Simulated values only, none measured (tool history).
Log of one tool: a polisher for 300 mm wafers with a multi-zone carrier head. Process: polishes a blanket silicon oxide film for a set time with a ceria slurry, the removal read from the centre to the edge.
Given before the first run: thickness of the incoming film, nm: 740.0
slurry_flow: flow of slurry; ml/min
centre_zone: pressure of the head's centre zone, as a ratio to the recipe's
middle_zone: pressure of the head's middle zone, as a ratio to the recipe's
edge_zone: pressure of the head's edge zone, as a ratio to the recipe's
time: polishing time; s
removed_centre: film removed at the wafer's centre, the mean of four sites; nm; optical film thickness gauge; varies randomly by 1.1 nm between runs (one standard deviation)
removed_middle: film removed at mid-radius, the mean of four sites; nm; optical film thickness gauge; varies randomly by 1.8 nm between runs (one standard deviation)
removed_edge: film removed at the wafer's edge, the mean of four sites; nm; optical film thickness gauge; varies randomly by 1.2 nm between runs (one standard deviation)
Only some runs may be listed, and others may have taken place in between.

Run 1, hour 0: slurry_flow 255 ml/min, centre_zone 1, middle_zone 1, edge_zone 1, time 35 s. Result: removed_centre 244.22 nm, removed_middle 243.52 nm, removed_edge 244.2 nm.
Run 2, hour 5.5: slurry_flow 255 ml/min, centre_zone 0.99, middle_zone 0.99, edge_zone 0.98, time 33 s. Result: removed_centre 228.4 nm, removed_middle 232.4 nm, removed_edge 230.49 nm.
Run 3, hour 6.3: slurry_flow 250 ml/min, centre_zone 0.99, middle_zone 0.98, edge_zone 0.97, time 31 s. Result: removed_centre 215.98 nm, removed_middle 210.19 nm, removed_edge 215.67 nm.
Run 4, hour 8.4: slurry_flow 250 ml/min, centre_zone 0.98, middle_zone 0.98, edge_zone 0.96, time 29 s. Result: removed_centre 199.65 nm, removed_middle 196.82 nm, removed_edge 198.49 nm.
Run 5, hour 11.3: slurry_flow 250 ml/min, centre_zone 0.98, middle_zone 0.9, edge_zone 0.96, time 29 s. Result: removed_centre 197.21 nm, removed_middle 186.46 nm, removed_edge 200.32 nm.
Run 6, hour 17.9: slurry_flow 250 ml/min, centre_zone 0.97, middle_zone 0.9, edge_zone 0.95, time 28 s. Result: removed_centre 189.36 nm, removed_middle 174.6 nm, removed_edge 188.36 nm.
Run 7, hour 18.7: slurry_flow 250 ml/min, centre_zone 0.96, middle_zone 0.9, edge_zone 0.93, time 27 s. Result: removed_centre 181.7 nm, removed_middle 170.16 nm, removed_edge 185.61 nm.
Run 8, hour 22.6: slurry_flow 250 ml/min, centre_zone 0.96, middle_zone 0.91, edge_zone 0.92, time 26 s. Result: removed_centre 173.75 nm, removed_middle 166.5 nm, removed_edge 176.32 nm.
Run 9, hour 31.3: slurry_flow 250 ml/min, centre_zone 0.96, middle_zone 0.91, edge_zone 0.91, time 25 s. Result: removed_centre 168.99 nm, removed_middle 163.07 nm, removed_edge 167.69 nm.

For run 10, what comes out?
Run 10, hour 35.5: slurry_flow 250 ml/min, centre_zone 0.95, middle_zone 0.9, edge_zone 0.9, time 25 s. Result: removed_centre ?, removed_middle ?, removed_edge ?.

Run 10 gave removed_centre 166.11 nm, removed_middle 157.95 nm, removed_edge 169.64 nm.
